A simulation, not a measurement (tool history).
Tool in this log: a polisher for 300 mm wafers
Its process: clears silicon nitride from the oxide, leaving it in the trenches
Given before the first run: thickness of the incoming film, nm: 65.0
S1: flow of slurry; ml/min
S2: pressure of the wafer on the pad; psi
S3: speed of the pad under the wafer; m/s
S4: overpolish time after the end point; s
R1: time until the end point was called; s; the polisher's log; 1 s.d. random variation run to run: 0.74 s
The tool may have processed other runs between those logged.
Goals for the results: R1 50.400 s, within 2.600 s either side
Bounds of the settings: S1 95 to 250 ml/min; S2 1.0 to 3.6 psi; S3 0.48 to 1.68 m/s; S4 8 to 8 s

Run 1, day 0.000: S1 160 ml/min, S2 2.3 psi, S3 1.08 m/s, S4 8 s. Result: R1 80.921 s.
Run 2, day 0.054: S1 160 ml/min, S2 2.4 psi, S3 1.08 m/s, S4 8 s. Result: R1 73.646 s.
Run 3, day 0.133: S1 160 ml/min, S2 2.4 psi, S3 0.96 m/s, S4 8 s. Result: R1 84.051 s.
Run 4, day 0.204: S1 160 ml/min, S2 2.4 psi, S3 0.96 m/s, S4 8 s. Result: R1 83.479 s.
Run 5, day 0.417: S1 160 ml/min, S2 2.5 psi, S3 0.96 m/s, S4 8 s. Result: R1 81.848 s.
Run 6, day 0.621: S1 160 ml/min, S2 2.6 psi, S3 0.96 m/s, S4 8 s. Result: R1 77.718 s.
Run 7, day 0.929: S1 165 ml/min, S2 3.2 psi, S3 1.00 m/s, S4 8 s. Result: R1 61.796 s.
Run 8, day 1.125: S1 165 ml/min, S2 3.3 psi, S3 1.02 m/s, S4 8 s. Result: R1 58.767 s.
Run 9, day 1.262: S1 165 ml/min, S2 3.5 psi, S3 1.06 m/s, S4 8 s. Result: R1 54.211 s.
Run 10, day 1.533: S1 165 ml/min, S2 3.5 psi, S3 1.06 m/s, S4 8 s. Result: R1 54.406 s.

5 next moves are on the table. One of them brings every result within its allowed miss. Which?
Run A, day 1.804: S1 175 ml/min, S2 3.5 psi, S3 1.00 m/s, S4 8 s. Result: R1 ?.
Run B, day 1.804: S1 165 ml/min, S2 3.5 psi, S3 0.96 m/s, S4 8 s. Result: R1 ?.
Run C, day 1.804: S1 145 ml/min, S2 3.6 psi, S3 1.14 m/s, S4 8 s. Result: R1 ?.
Run D, day 1.804: S1 195 ml/min, S2 3.1 psi, S3 0.96 m/s, S4 8 s. Result: R1 ?.
Run E, day 1.804: S1 165 ml/min, S2 3.3 psi, S3 1.06 m/s, S4 8 s. Result: R1 ?.

move      R1
   A  57.003
   B  59.767
   C  50.152
   D  65.762
   E  57.477
A: the biggest miss grows against the last run
B: the biggest miss grows against the last run
C: every result lands within tolerance
D: the biggest miss grows against the last run
E: the biggest miss grows against the last run
Correct choice: C, which meets every target
